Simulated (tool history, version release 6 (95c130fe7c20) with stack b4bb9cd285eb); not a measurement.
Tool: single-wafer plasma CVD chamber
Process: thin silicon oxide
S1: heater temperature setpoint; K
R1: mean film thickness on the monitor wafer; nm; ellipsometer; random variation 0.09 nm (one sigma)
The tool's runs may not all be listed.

{"run": 1, "hour": 0.0, "S1": 658.15, "chamber pressure (mTorr)": 927, "RF power (W)": 255, "deposition time (s)": 13.8, "R1": 28.74}
{"run": 2, "hour": 3.0, "S1": 658.15, "chamber pressure (mTorr)": 927, "RF power (W)": 220, "deposition time (s)": 13.8, "R1": 26.854}
{"run": 3, "hour": 5.3, "S1": 658.15, "chamber pressure (mTorr)": 775, "RF power (W)": 220, "deposition time (s)": 13.8, "R1": 23.849}
{"run": 4, "hour": 8.0, "S1": 658.15, "chamber pressure (mTorr)": 700, "RF power (W)": 220, "deposition time (s)": 13.8, "R1": 22.116}
{"run": 5, "hour": 14.0, "S1": 658.15, "chamber pressure (mTorr)": 766, "RF power (W)": 220, "deposition time (s)": 13.8, "R1": 23.649}
{"run": 6, "hour": 15.3, "S1": 658.15, "chamber pressure (mTorr)": 766, "RF power (W)": 190, "deposition time (s)": 13.8, "R1": 22.052}
{"run": 7, "hour": 16.8, "S1": 658.15, "chamber pressure (mTorr)": 835, "RF power (W)": 190, "deposition time (s)": 13.8, "R1": 23.273}
{"run": 8, "hour": 24.2, "S1": 658.15, "chamber pressure (mTorr)": 897, "RF power (W)": 190, "deposition time (s)": 13.8, "R1": 24.484}
{"run": 9, "hour": 29.7, "S1": 658.15, "chamber pressure (mTorr)": 951, "RF power (W)": 190, "deposition time (s)": 13.8, "R1": 25.382}
{"run": 10, "hour": 31.6, "S1": 658.15, "chamber pressure (mTorr)": 999, "RF power (W)": 190, "deposition time (s)": 13.8, "R1": 26.214}
{"run": 11, "hour": 33.2, "S1": 658.15, "chamber pressure (mTorr)": 1040, "RF power (W)": 195, "deposition time (s)": 13.8, "R1": 27.131}

The next listed run, before its measurement:
{"run": 12, "hour": 38.4, "S1": 658.15, "chamber pressure (mTorr)": 1075, "RF power (W)": 200, "deposition time (s)": 13.8, "R1": "?"}

{"run 12": {"R1": 28.038}}
